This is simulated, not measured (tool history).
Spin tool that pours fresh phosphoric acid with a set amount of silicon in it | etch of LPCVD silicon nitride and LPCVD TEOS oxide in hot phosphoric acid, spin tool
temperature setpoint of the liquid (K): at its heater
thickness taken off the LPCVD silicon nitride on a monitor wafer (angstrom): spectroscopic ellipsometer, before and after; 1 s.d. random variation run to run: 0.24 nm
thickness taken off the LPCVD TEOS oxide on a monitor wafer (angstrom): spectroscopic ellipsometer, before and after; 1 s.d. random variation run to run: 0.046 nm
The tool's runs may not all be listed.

run    day  temperature setpoint of the liquid (K)  silicon dissolved in the acid as it is poured (mg a litre)  time under the liquid (s)  thickness taken off the LPCVD silicon nitride on a monitor wafer (angstrom)  thickness taken off the LPCVD TEOS oxide on a monitor wafer (angstrom)
  1      0                                  437.15                                                         8.5                        180                                                                       166.01                                                                  7.0434
  2  0.329                                  437.65                                                           9                        200                                                                        188.2                                                                  7.5305
  3  0.379                                  437.65                                                           9                        245                                                                       227.89                                                                  9.7674
  4  0.729                                  438.15                                                           9                        250                                                                        238.2                                                                  10.168
  5  0.825                                  436.65                                                           9                        250                                                                       227.78                                                                  9.7178
  6  0.862                                  435.15                                                           9                        250                                                                       219.33                                                                  8.0642

Run 7, settings as shown, results not yet in. Your forecast:
  7  0.95                                  437.65                                                          11                        295                                                                            ?                                                                       ?

Run 7 produced thickness taken off the LPCVD silicon nitride on a monitor wafer (angstrom) 272.76, thickness taken off the LPCVD TEOS oxide on a monitor wafer (angstrom) 10.885.
